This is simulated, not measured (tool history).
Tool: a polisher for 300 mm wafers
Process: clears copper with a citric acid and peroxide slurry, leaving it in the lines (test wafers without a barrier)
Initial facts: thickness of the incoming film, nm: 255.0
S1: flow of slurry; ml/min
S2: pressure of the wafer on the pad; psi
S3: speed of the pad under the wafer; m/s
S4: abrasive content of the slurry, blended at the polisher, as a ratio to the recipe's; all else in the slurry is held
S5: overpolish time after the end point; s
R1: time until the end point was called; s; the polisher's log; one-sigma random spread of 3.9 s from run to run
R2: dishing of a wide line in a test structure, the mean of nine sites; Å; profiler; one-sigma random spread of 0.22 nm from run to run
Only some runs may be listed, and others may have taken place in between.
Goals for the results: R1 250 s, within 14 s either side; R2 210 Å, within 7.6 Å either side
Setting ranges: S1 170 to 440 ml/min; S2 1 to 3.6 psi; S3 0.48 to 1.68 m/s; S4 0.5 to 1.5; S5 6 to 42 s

run,day,S1,S2,S3,S4,S5,R1,R2
1,0,280,2.3,1.08,1,21,168.67,225.92
2,0.317,280,2,1.08,1,23,185.63,219.84
3,0.517,275,1.8,1.06,1,25,224.99,213.07
4,0.862,275,1.8,1.06,1,17,217.69,147.69
5,0.946,275,1.4,1.06,1,17,275.78,118.2
6,1.079,275,1.4,1.06,1,23,277,154.45
7,1.246,270,1.5,1.06,1,25,254.7,178.9
8,1.562,270,1.5,1.06,1,26,255.08,186.81
9,1.892,270,1.5,1.06,1,27,266.34,193.71
10,2.117,275,1.5,1.06,1,27,253.36,193.53
11,2.442,265,1.5,1.06,1,27,258.58,192.39
12,2.729,275,1.5,1.06,1,27,253.08,195.48
13,3.088,270,1.5,1.06,1,27,259.84,186.71

Consider the 4 candidate settings below. Which is the only one whose results all fall within their allowed miss of target?
A,3.446,325,1.3,1.26,0.85,25,?,?
B,3.446,290,1.4,1.18,1.1,29,?,?
C,3.446,190,1.6,0.94,1.1,26,?,?
D,3.446,205,1.3,1.3,1.1,26,?,?

move,R1,R2
A,264.25,175.59
B,247.26,213.06
C,267.89,180.95
D,249.86,191.14
A: misses by more than the last run did
B: each result inside its tolerance
C: misses by more than the last run did
D: nearer the targets than the last run, but a result is still out of spec
The right move is B.
